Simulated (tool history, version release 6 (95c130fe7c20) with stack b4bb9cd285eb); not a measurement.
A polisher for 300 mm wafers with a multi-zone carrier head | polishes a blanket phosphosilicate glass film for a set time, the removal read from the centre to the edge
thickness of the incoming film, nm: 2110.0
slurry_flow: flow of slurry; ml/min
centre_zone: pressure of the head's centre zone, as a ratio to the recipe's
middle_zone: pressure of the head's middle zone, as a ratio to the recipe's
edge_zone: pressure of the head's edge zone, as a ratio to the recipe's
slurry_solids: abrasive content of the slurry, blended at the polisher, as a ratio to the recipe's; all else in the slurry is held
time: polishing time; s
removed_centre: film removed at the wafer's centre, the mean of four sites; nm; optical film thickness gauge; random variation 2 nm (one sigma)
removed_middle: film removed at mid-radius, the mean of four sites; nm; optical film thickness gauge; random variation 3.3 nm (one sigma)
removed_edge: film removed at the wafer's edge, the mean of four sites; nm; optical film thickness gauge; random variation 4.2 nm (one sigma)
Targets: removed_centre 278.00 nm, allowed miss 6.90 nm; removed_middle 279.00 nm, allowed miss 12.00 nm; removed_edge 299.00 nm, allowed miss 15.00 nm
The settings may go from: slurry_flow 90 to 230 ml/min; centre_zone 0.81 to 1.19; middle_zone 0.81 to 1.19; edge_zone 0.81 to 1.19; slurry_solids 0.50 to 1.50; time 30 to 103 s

| run | hour | slurry_flow | centre_zone | middle_zone | edge_zone | slurry_solids | time | removed_centre | removed_middle | removed_edge |
|---|---|---|---|---|---|---|---|---|---|---|
| 1 | 0.0 | 150 | 1.00 | 1.00 | 1.00 | 1.00 | 66 | 305.18 | 306.14 | 316.91 |
| 2 | 5.5 | 130 | 1.00 | 1.00 | 1.00 | 1.00 | 66 | 298.11 | 302.13 | 301.19 |
| 3 | 12.3 | 130 | 1.00 | 1.00 | 1.00 | 1.00 | 53 | 237.43 | 244.15 | 251.40 |
| 4 | 14.7 | 130 | 0.96 | 1.00 | 1.00 | 1.00 | 53 | 230.38 | 239.45 | 245.21 |
| 5 | 15.3 | 140 | 0.97 | 1.00 | 1.01 | 1.00 | 53 | 235.57 | 245.23 | 253.82 |
| 6 | 19.2 | 115 | 0.97 | 1.00 | 1.01 | 1.00 | 53 | 223.15 | 229.30 | 242.00 |
| 7 | 24.0 | 125 | 0.97 | 1.00 | 1.02 | 1.00 | 53 | 230.65 | 238.70 | 250.47 |
| 8 | 24.6 | 135 | 0.98 | 1.00 | 1.02 | 1.00 | 53 | 235.89 | 243.85 | 249.21 |
| 9 | 29.9 | 140 | 0.98 | 0.99 | 1.02 | 1.00 | 53 | 238.27 | 243.08 | 257.63 |
| 10 | 38.8 | 180 | 1.02 | 1.04 | 1.08 | 1.05 | 53 | 263.68 | 274.40 | 278.18 |
| 11 | 46.8 | 185 | 1.02 | 1.04 | 1.09 | 1.05 | 53 | 264.91 | 275.66 | 275.78 |

Which of these 5 next moves meets every target?
| A | 54.8 | 155 | 0.93 | 0.90 | 1.17 | 1.00 | 63 | ? | ? | ? |
| B | 54.8 | 220 | 1.08 | 1.05 | 1.13 | 1.10 | 47 | ? | ? | ? |
| C | 54.8 | 195 | 0.98 | 0.97 | 1.11 | 1.00 | 58 | ? | ? | ? |
| D | 54.8 | 170 | 0.98 | 1.10 | 1.09 | 1.10 | 57 | ? | ? | ? |
| E | 54.8 | 220 | 1.04 | 0.95 | 1.07 | 1.00 | 53 | ? | ? | ? |

| move | removed_centre | removed_middle | removed_edge |
|---|---|---|---|
| A | 275.89 | 278.37 | 326.39 |
| B | 266.10 | 260.53 | 259.25 |
| C | 280.48 | 284.13 | 301.06 |
| D | 279.68 | 315.85 | 299.32 |
| E | 277.47 | 259.59 | 273.71 |
A: brings the result that was furthest off to its target, and leaves another outside
B: further off than the last run
C: meets every target
D: brings the result that was furthest off to its target, and leaves another outside
E: brings the result that was furthest off to its target, and leaves another outside
Move C is the one to make.
